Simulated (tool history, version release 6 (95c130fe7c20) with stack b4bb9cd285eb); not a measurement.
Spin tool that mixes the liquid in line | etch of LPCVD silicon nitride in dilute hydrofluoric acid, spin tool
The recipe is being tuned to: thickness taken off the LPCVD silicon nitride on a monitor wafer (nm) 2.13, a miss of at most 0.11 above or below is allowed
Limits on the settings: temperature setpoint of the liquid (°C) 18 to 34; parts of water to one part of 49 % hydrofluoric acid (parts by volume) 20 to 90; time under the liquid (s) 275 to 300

| run | hour | temperature setpoint of the liquid (°C) | parts of water to one part of 49 % hydrofluoric acid (parts by volume) | time under the liquid (s) | thickness taken off the LPCVD silicon nitride on a monitor wafer (nm) |
|---|---|---|---|---|---|
| 1 | 0 | 26 | 50 | 275 | 3.8482 |
| 2 | 3.5 | 26 | 40 | 275 | 4.7306 |
| 3 | 6.7 | 25 | 40 | 275 | 4.3954 |
| 4 | 10.3 | 25 | 55 | 275 | 3.3028 |
| 5 | 12.5 | 25 | 65 | 275 | 2.7817 |
| 6 | 17.6 | 25 | 65 | 300 | 2.9659 |
| 7 | 24.3 | 24.5 | 65 | 300 | 2.9421 |
| 8 | 30 | 24 | 65 | 300 | 2.7356 |
| 9 | 38.8 | 23.5 | 65 | 300 | 2.7422 |
|  | 45.1 | hydrofluoric acid flow meter replaced |
| 10 | 45.1 | 23 | 65 | 300 | 2.4825 |
| 11 | 45.8 | 22 | 65 | 300 | 2.2805 |
| 12 | 49.9 | 21.5 | 65 | 300 | 2.2621 |

Exercise: of the 4 proposed moves below, exactly one satisfies all targets within the stated allowed misses. Which move is it?
| A | 54 | 21 | 65 | 295 | ? |
| B | 54 | 24.5 | 70 | 280 | ? |
| C | 54 | 22.5 | 65 | 300 | ? |
| D | 54 | 21 | 50 | 275 | ? |

| move | thickness taken off the LPCVD silicon nitride on a monitor wafer (nm) |
|---|---|
| A | 2.0578 |
| B | 2.3004 |
| C | 2.3178 |
| D | 2.4778 |
A: each result inside its tolerance
B: the biggest miss grows against the last run
C: the biggest miss grows against the last run
D: the biggest miss grows against the last run
Answer: A
